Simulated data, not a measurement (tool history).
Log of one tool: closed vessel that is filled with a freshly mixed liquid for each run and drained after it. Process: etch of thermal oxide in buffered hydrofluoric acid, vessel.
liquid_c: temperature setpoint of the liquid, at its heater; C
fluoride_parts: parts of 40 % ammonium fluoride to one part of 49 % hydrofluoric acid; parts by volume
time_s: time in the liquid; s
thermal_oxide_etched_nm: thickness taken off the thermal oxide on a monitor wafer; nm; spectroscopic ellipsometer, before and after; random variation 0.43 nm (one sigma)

run  hour  liquid_c  fluoride_parts  time_s  thermal_oxide_etched_nm
  1   0.0      25.0            19.0      85                   59.481
  2   2.7      25.0            19.0      85                   59.601
  3   8.4      25.0            15.0      85                   75.108
  4  11.9      25.0            15.0      95                   82.675
  5  17.0      23.5            16.0      95                   71.953
  6  25.8      25.5            16.0      95                   81.253
  7  27.5      23.5            16.5      95                   70.393
  8  33.6      22.0            16.5      95                   64.204

Run 9 comes next. What will it give?
  9  38.4      21.0            16.5      95                        ?

thermal_oxide_etched_nm: 61.271 nm

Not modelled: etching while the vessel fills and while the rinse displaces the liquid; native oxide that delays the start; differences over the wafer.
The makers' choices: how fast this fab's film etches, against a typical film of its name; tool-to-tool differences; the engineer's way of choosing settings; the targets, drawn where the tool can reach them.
